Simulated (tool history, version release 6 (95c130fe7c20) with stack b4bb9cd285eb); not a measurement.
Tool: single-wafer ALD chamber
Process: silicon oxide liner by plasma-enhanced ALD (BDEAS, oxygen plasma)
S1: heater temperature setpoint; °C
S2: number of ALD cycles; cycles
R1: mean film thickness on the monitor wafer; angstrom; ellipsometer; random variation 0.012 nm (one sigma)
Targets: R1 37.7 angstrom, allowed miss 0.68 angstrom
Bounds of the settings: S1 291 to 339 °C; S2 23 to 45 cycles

Run 1, day 0: S1 315 °C, S2 34 cycles. Result: R1 31.99 angstrom.
Run 2, day 0.2: S1 314 °C, S2 36 cycles. Result: R1 33.876 angstrom.
Run 3, day 0.567: S1 314 °C, S2 37 cycles. Result: R1 34.968 angstrom.
Run 4, day 0.625: S1 314 °C, S2 35 cycles. Result: R1 32.934 angstrom.
Run 5, day 0.7: S1 314 °C, S2 36 cycles. Result: R1 34.037 angstrom.
Run 6, day 0.917: S1 314 °C, S2 37 cycles. Result: R1 35.102 angstrom.
Run 7, day 1.008: S1 314 °C, S2 38 cycles. Result: R1 35.78 angstrom.
Run 8, day 1.054: S1 313 °C, S2 39 cycles. Result: R1 36.679 angstrom.

5 next moves are on the table. One of them brings every result within its allowed miss. Which?
Run A, day 1.1: S1 314 °C, S2 38 cycles. Result: R1 ?.
Run B, day 1.1: S1 303 °C, S2 38 cycles. Result: R1 ?.
Run C, day 1.1: S1 318 °C, S2 37 cycles. Result: R1 ?.
Run D, day 1.1: S1 311 °C, S2 40 cycles. Result: R1 ?.
Run E, day 1.1: S1 294 °C, S2 37 cycles. Result: R1 ?.

move      R1
   A   35.79
   B  36.429
   C  34.621
   D  37.857
   E  36.698
A: further off than the last run
B: further off than the last run
C: further off than the last run
D: meets every target
E: as far off as the last run
The right move is D.
